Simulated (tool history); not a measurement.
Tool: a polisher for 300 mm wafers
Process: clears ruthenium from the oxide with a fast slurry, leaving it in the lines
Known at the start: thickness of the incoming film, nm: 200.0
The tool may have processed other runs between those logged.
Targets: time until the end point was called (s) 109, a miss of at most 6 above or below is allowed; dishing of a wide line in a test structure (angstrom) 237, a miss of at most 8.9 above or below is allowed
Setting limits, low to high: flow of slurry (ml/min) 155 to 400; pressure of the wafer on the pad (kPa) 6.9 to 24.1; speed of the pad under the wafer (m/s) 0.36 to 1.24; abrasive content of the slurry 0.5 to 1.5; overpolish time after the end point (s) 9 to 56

| run | hour | flow of slurry (ml/min) | pressure of the wafer on the pad (kPa) | speed of the pad under the wafer (m/s) | abrasive content of the slurry | overpolish time after the end point (s) | time until the end point was called (s) | dishing of a wide line in a test structure (angstrom) |
|---|---|---|---|---|---|---|---|---|
| 1 | 0 | 255 | 15.2 | 0.8 | 1 | 29 | 69.357 | 551.07 |
| 2 | 8.6 | 255 | 17.9 | 0.8 | 1 | 29 | 59.24 | 631.54 |
| 3 | 14.2 | 255 | 17.9 | 0.8 | 1.15 | 29 | 54.444 | 677.06 |
| 4 | 18.4 | 255 | 17.9 | 0.8 | 1.15 | 21 | 54.78 | 533.97 |
| 5 | 26.5 | 255 | 17.9 | 0.96 | 1.15 | 21 | 46.453 | 599.67 |
| 6 | 31.7 | 255 | 17.9 | 0.96 | 1 | 21 | 50.658 | 554.43 |
| 7 | 36.7 | 255 | 15.9 | 0.9 | 0.95 | 19 | 61.934 | 423.72 |
| 8 | 45.6 | 255 | 13.8 | 0.88 | 0.95 | 19 | 69.852 | 370.06 |
| 9 | 51.3 | 255 | 9.7 | 0.8 | 0.95 | 19 | 112.73 | 261.43 |
| 10 | 59.5 | 255 | 9.7 | 0.8 | 0.95 | 19 | 110.29 | 255.8 |
| 11 | 62.3 | 255 | 9.7 | 0.8 | 0.95 | 19 | 108.53 | 255.38 |
|  | 64.1 | head pressure recalibrated |
| 12 | 64.1 | 255 | 9.7 | 0.8 | 0.95 | 19 | 104.15 | 269.45 |
| 13 | 67.6 | 255 | 9 | 0.8 | 0.95 | 15 | 110.95 | 208.55 |
| 14 | 71.3 | 255 | 9 | 0.8 | 0.95 | 16 | 113.13 | 218.7 |

4 next moves are on the table. One of them brings every result within its allowed miss. Which?
| A | 75 | 235 | 9.7 | 0.74 | 1 | 17 | ? | ? |
| B | 75 | 195 | 10.3 | 0.56 | 1.05 | 20 | ? | ? |
| C | 75 | 195 | 8.3 | 0.7 | 1.25 | 20 | ? | ? |
| D | 75 | 285 | 8.3 | 0.74 | 0.95 | 22 | ? | ? |

| move | time until the end point was called (s) | dishing of a wide line in a test structure (angstrom) |
|---|---|---|
| A | 108.75 | 233.17 |
| B | 127.56 | 233.81 |
| C | 118.68 | 249.7 |
| D | 127.73 | 254.7 |
A: every result within its allowed miss
B: meets the target for the result that was furthest off, but another lies outside its allowed miss
C: pushes the last run's worst result past its target
D: pushes the last run's worst result past its target
A meets every target.
